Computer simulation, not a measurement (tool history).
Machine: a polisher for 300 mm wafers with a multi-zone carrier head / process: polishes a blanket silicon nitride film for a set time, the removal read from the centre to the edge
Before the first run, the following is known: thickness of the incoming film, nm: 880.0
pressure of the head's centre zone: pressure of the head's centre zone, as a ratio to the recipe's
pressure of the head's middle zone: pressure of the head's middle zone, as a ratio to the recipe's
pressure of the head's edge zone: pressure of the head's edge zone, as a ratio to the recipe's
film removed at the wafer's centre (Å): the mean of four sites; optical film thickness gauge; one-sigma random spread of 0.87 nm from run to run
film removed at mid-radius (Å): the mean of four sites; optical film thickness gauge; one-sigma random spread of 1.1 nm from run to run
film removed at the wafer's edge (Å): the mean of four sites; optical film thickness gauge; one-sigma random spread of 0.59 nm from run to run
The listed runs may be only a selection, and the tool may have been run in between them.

run  hour  flow of slurry (ml/min)  pressure of the head's centre zone  pressure of the head's middle zone  pressure of the head's edge zone  polishing time (s)  film removed at the wafer's centre (Å)  film removed at mid-radius (Å)  film removed at the wafer's edge (Å)
  1     0                      210                                   1                                   1                                 1                  81                                    1169                          1130.8                                  1123
  2   4.1                      250                                   1                                   1                                 1                  81                                  1211.6                          1173.4                                1161.7
  3   9.4                      250                                   1                                   1                                 1                  72                                  1075.7                          1048.6                                1014.8
  4  12.9                      245                                0.99                                0.99                              0.98                  71                                  1029.8                          1010.3                                1004.3
  5  19.3                      240                                0.99                                0.99                              0.97                  70                                  1027.4                          997.58                                995.22
  6  27.6                      240                                0.96                                0.99                              0.97                  70                                  989.08                          1003.3                                984.01
     31.1  -- worn pad replaced by a new one
  7  31.1                      235                                0.96                                0.99                              0.96                  69                                  1089.3                          1087.9                                1046.3
  8  37.1                      235                                0.98                                   1                              0.97                  69                                  1106.1                          1076.7                                1071.9
  9  39.4                      245                                0.98                                0.99                              0.97                  69                                  1112.6                          1064.5                                1072.6
 10  47.8                      235                                0.99                                   1                              0.98                  68                                  1083.7                          1076.7                                1059.7
 11  48.9                      245                                0.98                                0.99                              0.96                  67                                  1089.4                          1069.8                                  1042
 12  57.7                      255                                0.99                                0.99                              0.97                  64                                  1049.4                          1028.8                                 998.6

Forecast run 13:
 13  59.5                      260                                0.99                                0.99                              0.98                  62                                       ?                               ?                                     ?

film removed at the wafer's centre (Å): 1007.2
film removed at mid-radius (Å): 999.93
film removed at the wafer's edge (Å): 973.1
